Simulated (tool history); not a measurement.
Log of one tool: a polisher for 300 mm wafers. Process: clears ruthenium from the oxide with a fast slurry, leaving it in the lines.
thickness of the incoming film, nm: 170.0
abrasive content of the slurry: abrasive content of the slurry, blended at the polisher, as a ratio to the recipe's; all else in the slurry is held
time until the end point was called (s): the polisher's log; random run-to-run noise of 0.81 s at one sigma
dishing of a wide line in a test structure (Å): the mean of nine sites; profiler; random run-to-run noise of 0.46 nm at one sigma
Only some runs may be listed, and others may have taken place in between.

| run | day | flow of slurry (ml/min) | pressure of the wafer on the pad (psi) | speed of the pad under the wafer (m/s) | abrasive content of the slurry | overpolish time after the end point (s) | time until the end point was called (s) | dishing of a wide line in a test structure (Å) |
|---|---|---|---|---|---|---|---|---|
| 1 | 0.000 | 270 | 2.0 | 0.98 | 1.0 | 21 | 74.431 | 373.23 |
| 2 | 0.162 | 305 | 2.0 | 0.98 | 1.0 | 21 | 72.273 | 398.63 |
| 3 | 0.492 | 295 | 1.9 | 0.98 | 1.0 | 19 | 77.229 | 323.77 |
| 4 | 0.612 | 295 | 1.4 | 0.98 | 1.0 | 19 | 103.550 | 248.27 |
| 5 | 0.821 | 300 | 1.4 | 0.98 | 1.0 | 18 | 101.400 | 235.02 |
| 6 | 0.979 | 305 | 1.4 | 0.98 | 1.0 | 17 | 102.230 | 230.02 |
| 7 | 1.346 | 310 | 1.4 | 0.98 | 1.0 | 16 | 103.000 | 210.00 |
| 8 | 1.667 | 310 | 1.4 | 0.98 | 1.0 | 15 | 102.080 | 204.90 |
| 9 | 1.921 | 315 | 1.4 | 0.98 | 1.0 | 14 | 101.370 | 193.24 |

Run 10 is up next; what results do you expect?
|  | 2.171 | head pressure recalibrated |
| 10 | 2.171 | 320 | 1.4 | 0.98 | 1.0 | 14 | ? | ? |

Run 10 gave time until the end point was called (s) 94.083, dishing of a wide line in a test structure (Å) 197.32.
